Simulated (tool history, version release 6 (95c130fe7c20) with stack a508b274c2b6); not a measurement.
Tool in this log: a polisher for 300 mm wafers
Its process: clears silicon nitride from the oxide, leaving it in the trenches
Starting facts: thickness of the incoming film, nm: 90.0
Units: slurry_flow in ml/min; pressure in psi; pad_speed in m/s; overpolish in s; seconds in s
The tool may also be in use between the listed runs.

Run 1, day 0: slurry_flow 240 ml/min, pressure 3.3 psi, pad_speed 1.16 m/s, overpolish 5 s. Result: seconds 83.983 s.
Run 2, day 0.104: slurry_flow 240 ml/min, pressure 3.3 psi, pad_speed 1.16 m/s, overpolish 5 s. Result: seconds 84.035 s.
Run 3, day 0.279: slurry_flow 240 ml/min, pressure 4.1 psi, pad_speed 1.16 m/s, overpolish 5 s. Result: seconds 68.64 s.
Run 4, day 0.404: slurry_flow 240 ml/min, pressure 4.2 psi, pad_speed 1.16 m/s, overpolish 5 s. Result: seconds 66.823 s.
Run 5, day 0.496: slurry_flow 240 ml/min, pressure 3.3 psi, pad_speed 1.16 m/s, overpolish 5 s. Result: seconds 85.689 s.
Run 6, day 0.704: slurry_flow 240 ml/min, pressure 3.6 psi, pad_speed 1.16 m/s, overpolish 5 s. Result: seconds 77.073 s.
Run 7, day 0.733: slurry_flow 240 ml/min, pressure 3.7 psi, pad_speed 1.16 m/s, overpolish 5 s. Result: seconds 76.958 s.
Run 8, day 1.088: slurry_flow 240 ml/min, pressure 3.8 psi, pad_speed 1.16 m/s, overpolish 5 s. Result: seconds 74.795 s.
Run 9, day 1.446: slurry_flow 240 ml/min, pressure 3.9 psi, pad_speed 1.16 m/s, overpolish 5 s. Result: seconds 71.161 s.
Run 10, day 1.808: slurry_flow 240 ml/min, pressure 4 psi, pad_speed 1.16 m/s, overpolish 5 s. Result: seconds 68.314 s.
Run 11, day 1.833: slurry_flow 240 ml/min, pressure 4.1 psi, pad_speed 1.16 m/s, overpolish 5 s. Result: seconds 69.816 s.
Run 12, day 1.871: slurry_flow 240 ml/min, pressure 4.2 psi, pad_speed 1.16 m/s, overpolish 5 s. Result: seconds 66.452 s.

The next listed run, before its measurement:
Run 13, day 1.95: slurry_flow 240 ml/min, pressure 4.3 psi, pad_speed 1.16 m/s, overpolish 5 s. Result: seconds ?.

Run 13 measured seconds 65.368 s.
